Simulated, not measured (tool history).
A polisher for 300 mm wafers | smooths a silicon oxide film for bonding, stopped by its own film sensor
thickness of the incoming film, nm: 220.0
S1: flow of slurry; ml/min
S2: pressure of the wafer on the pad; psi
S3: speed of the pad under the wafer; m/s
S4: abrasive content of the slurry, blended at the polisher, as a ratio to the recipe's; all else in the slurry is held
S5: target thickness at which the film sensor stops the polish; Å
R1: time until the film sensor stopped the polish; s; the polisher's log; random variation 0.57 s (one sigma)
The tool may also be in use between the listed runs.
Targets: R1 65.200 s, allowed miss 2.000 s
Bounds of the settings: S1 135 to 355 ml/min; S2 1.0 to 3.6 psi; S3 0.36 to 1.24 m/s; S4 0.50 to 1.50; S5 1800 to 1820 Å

| run | hour | S1 | S2 | S3 | S4 | S5 | R1 |
|---|---|---|---|---|---|---|---|
| 1 | 0.0 | 225 | 2.3 | 0.80 | 1.00 | 1820 | 51.838 |
| 2 | 8.9 | 255 | 2.3 | 0.80 | 1.00 | 1820 | 50.399 |
| 3 | 17.8 | 240 | 2.1 | 0.80 | 1.00 | 1820 | 54.949 |
| 4 | 24.2 | 240 | 2.4 | 0.80 | 1.00 | 1820 | 49.365 |
| 5 | 32.3 | 285 | 2.4 | 0.80 | 1.00 | 1820 | 48.244 |
| 6 | 37.7 | 285 | 2.2 | 0.80 | 1.00 | 1820 | 52.550 |
| 7 | 39.2 | 285 | 2.0 | 0.80 | 1.00 | 1820 | 57.623 |
| 8 | 40.8 | 285 | 1.9 | 0.80 | 1.00 | 1820 | 60.185 |
| 9 | 42.5 | 265 | 1.7 | 0.80 | 1.00 | 1820 | 67.848 |
| 10 | 51.3 | 270 | 1.7 | 0.80 | 1.00 | 1820 | 67.845 |

Which of these 5 next moves meets every target?
| A | 60.1 | 255 | 1.7 | 0.90 | 0.70 | 1810 | ? |
| B | 60.1 | 260 | 1.7 | 0.76 | 1.00 | 1820 | ? |
| C | 60.1 | 295 | 1.6 | 0.74 | 1.20 | 1820 | ? |
| D | 60.1 | 270 | 1.6 | 0.82 | 1.00 | 1800 | ? |
| E | 60.1 | 275 | 2.4 | 0.58 | 0.85 | 1820 | ? |

| move | R1 |
|---|---|
| A | 70.396 |
| B | 70.974 |
| C | 72.051 |
| D | 74.210 |
| E | 65.704 |
A: further off than the last run
B: further off than the last run
C: further off than the last run
D: further off than the last run
E: meets every target
Move E is the one to make.
